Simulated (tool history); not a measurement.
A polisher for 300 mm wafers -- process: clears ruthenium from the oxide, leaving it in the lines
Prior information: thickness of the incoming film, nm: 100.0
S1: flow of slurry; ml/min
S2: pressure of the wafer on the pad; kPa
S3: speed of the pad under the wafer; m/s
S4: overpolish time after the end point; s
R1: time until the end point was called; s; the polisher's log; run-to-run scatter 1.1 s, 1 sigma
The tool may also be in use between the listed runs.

Run 1, hour 0: S1 240 ml/min, S2 18.6 kPa, S3 0.76 m/s, S4 9 s. Result: R1 82.815 s.
Run 2, hour 8.7: S1 240 ml/min, S2 20 kPa, S3 0.76 m/s, S4 9 s. Result: R1 74.403 s.
Run 3, hour 14.3: S1 240 ml/min, S2 20 kPa, S3 0.68 m/s, S4 9 s. Result: R1 83.353 s.
Run 4, hour 15.2: S1 240 ml/min, S2 21.4 kPa, S3 0.68 m/s, S4 9 s. Result: R1 77.184 s.
Run 5, hour 21.2: S1 240 ml/min, S2 21.4 kPa, S3 0.68 m/s, S4 9 s. Result: R1 77.845 s.
Run 6, hour 23.4: S1 240 ml/min, S2 22.1 kPa, S3 0.68 m/s, S4 9 s. Result: R1 75.185 s.
Run 7, hour 32.2: S1 240 ml/min, S2 22.8 kPa, S3 0.68 m/s, S4 9 s. Result: R1 71.193 s.
Run 8, hour 33: S1 240 ml/min, S2 23.4 kPa, S3 0.68 m/s, S4 9 s. Result: R1 71.536 s.
Run 9, hour 41.6: S1 240 ml/min, S2 23.4 kPa, S3 0.68 m/s, S4 9 s. Result: R1 72.64 s.

Run 10, settings as shown, results not yet in. Your forecast:
Run 10, hour 42.2: S1 240 ml/min, S2 24.1 kPa, S3 0.68 m/s, S4 9 s. Result: R1 ?.

R1: 70.566 s
